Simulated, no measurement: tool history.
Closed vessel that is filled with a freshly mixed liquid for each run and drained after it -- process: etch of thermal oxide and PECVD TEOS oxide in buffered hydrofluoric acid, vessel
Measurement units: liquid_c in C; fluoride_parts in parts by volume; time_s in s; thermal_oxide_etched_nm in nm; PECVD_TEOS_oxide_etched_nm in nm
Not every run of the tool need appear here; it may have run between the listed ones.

run,day,liquid_c,fluoride_parts,time_s,thermal_oxide_etched_nm,PECVD_TEOS_oxide_etched_nm
1,0,22,19,70,43.579,58.836
2,0.062,22,19,95,59.258,80.122
3,0.354,21.5,20,95,55.055,74.089
4,0.604,25,20,95,66.311,88.97
5,0.725,24,21,95,60.63,82.094
6,0.975,27,21,95,71.638,96.111
7,1.062,23,27,90,45.899,61.368
8,1.321,22.5,27.5,90,44.158,59.395

The next listed run, before its measurement:
9,1.683,22,28,90,?,?

Run 9 came out at thermal_oxide_etched_nm 42.433 nm, PECVD_TEOS_oxide_etched_nm 56.845 nm.

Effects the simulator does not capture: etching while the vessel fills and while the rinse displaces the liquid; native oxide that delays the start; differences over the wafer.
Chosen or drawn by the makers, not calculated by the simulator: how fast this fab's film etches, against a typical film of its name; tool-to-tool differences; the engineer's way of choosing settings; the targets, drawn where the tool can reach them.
